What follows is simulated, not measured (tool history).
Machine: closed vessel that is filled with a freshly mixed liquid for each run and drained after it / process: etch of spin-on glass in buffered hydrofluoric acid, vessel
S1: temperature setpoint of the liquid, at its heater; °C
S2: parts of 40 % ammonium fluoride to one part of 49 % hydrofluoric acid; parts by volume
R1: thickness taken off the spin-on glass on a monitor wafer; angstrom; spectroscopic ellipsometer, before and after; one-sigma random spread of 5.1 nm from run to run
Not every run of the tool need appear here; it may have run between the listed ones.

{"run": 1, "hour": 0.0, "S1": 25, "S2": 9.5, "time in the liquid (s)": 90, "R1": 3104.9}
{"run": 2, "hour": 1.8, "S1": 27, "S2": 8, "time in the liquid (s)": 90, "R1": 4082.1}
{"run": 3, "hour": 3.1, "S1": 28.5, "S2": 7.5, "time in the liquid (s)": 90, "R1": 4722}
{"run": 4, "hour": 4.6, "S1": 29.5, "S2": 7, "time in the liquid (s)": 90, "R1": 5379.5}
{"run": 5, "hour": 10.6, "S1": 29.5, "S2": 9, "time in the liquid (s)": 90, "R1": 4123.2}
{"run": 6, "hour": 13.7, "S1": 29.5, "S2": 9, "time in the liquid (s)": 90, "R1": 4103.3}
{"run": 7, "hour": 18.0, "S1": 30, "S2": 8, "time in the liquid (s)": 90, "R1": 4760.1}
{"run": 8, "hour": 26.0, "S1": 32, "S2": 5.5, "time in the liquid (s)": 90, "R1": 7603.5}

What does the tool deliver on the next run?
{"run": 9, "hour": 33.8, "S1": 31.5, "S2": 5.5, "time in the liquid (s)": 90, "R1": "?"}

{"run 9": {"R1": 7329.5}}
